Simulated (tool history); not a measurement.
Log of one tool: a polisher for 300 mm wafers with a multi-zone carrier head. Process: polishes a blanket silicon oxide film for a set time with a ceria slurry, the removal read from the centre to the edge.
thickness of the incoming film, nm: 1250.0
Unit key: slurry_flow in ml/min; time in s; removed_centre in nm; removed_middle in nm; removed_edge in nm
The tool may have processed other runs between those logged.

{"run": 1, "day": 0.0, "slurry_flow": 300, "centre_zone": 1.0, "middle_zone": 1.0, "edge_zone": 1.0, "time": 76, "removed_centre": 319.53, "removed_middle": 316.9, "removed_edge": 316.48}
{"run": 2, "day": 0.183, "slurry_flow": 290, "centre_zone": 0.98, "middle_zone": 0.97, "edge_zone": 0.97, "time": 75, "removed_centre": 308.3, "removed_middle": 303.61, "removed_edge": 307.33}
{"run": 3, "day": 0.504, "slurry_flow": 285, "centre_zone": 0.97, "middle_zone": 0.95, "edge_zone": 0.95, "time": 74, "removed_centre": 303.97, "removed_middle": 296.04, "removed_edge": 303.72}
{"run": 4, "day": 0.6, "slurry_flow": 285, "centre_zone": 0.97, "middle_zone": 1.02, "edge_zone": 0.95, "time": 74, "removed_centre": 296.11, "removed_middle": 311.55, "removed_edge": 296.71}
{"run": 5, "day": 0.767, "slurry_flow": 285, "centre_zone": 0.97, "middle_zone": 1.02, "edge_zone": 0.98, "time": 74, "removed_centre": 296.74, "removed_middle": 312.09, "removed_edge": 306.82}
{"run": 6, "day": 0.904, "slurry_flow": 280, "centre_zone": 0.97, "middle_zone": 0.99, "edge_zone": 0.97, "time": 73, "removed_centre": 296.55, "removed_middle": 301.55, "removed_edge": 301.19}

What will run 7 give?
{"run": 7, "day": 1.154, "slurry_flow": 280, "centre_zone": 0.96, "middle_zone": 0.97, "edge_zone": 0.96, "time": 72, "removed_centre": "?", "removed_middle": "?", "removed_edge": "?"}

removed_centre: 290.69 nm
removed_middle: 290.47 nm
removed_edge: 291.98 nm
